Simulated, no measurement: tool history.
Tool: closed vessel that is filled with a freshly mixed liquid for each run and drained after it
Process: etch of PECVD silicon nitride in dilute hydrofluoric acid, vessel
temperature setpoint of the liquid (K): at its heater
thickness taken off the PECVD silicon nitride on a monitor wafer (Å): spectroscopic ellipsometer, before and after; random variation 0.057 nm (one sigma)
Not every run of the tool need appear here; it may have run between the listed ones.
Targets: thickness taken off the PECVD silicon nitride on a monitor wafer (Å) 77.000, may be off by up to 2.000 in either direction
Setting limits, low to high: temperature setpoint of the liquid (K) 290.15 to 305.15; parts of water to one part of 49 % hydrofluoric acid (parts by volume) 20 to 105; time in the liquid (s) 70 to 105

run,hour,temperature setpoint of the liquid (K),parts of water to one part of 49 % hydrofluoric acid (parts by volume),time in the liquid (s),thickness taken off the PECVD silicon nitride on a monitor wafer (Å)
1,0.0,297.15,55,105,116.060
2,5.0,300.65,55,105,144.720
3,7.5,300.65,40,105,199.190
4,12.9,298.65,45,105,154.970
5,17.3,298.65,35,105,199.880
6,24.7,298.65,55,105,127.210
7,29.6,297.15,55,105,115.300
8,35.0,296.15,55,105,107.020
9,39.5,295.15,55,105,102.440
10,40.9,295.15,55,105,99.381
11,49.2,295.15,55,105,101.230
12,51.9,295.15,55,105,100.480

Pick the move, out of 4, that brings all results within their allowed miss; only one does.
A,54.6,295.15,55,85,?
B,54.6,293.65,40,70,?
C,54.6,296.15,45,105,?
D,54.6,294.15,65,100,?

move,thickness taken off the PECVD silicon nitride on a monitor wafer (Å)
A,83.147
B,84.187
C,133.760
D,77.596
A: gains on the last run, yet a result remains outside its allowed miss
B: gains on the last run, yet a result remains outside its allowed miss
C: the biggest miss grows against the last run
D: hits every target within its allowed miss
Move D is the one to make.
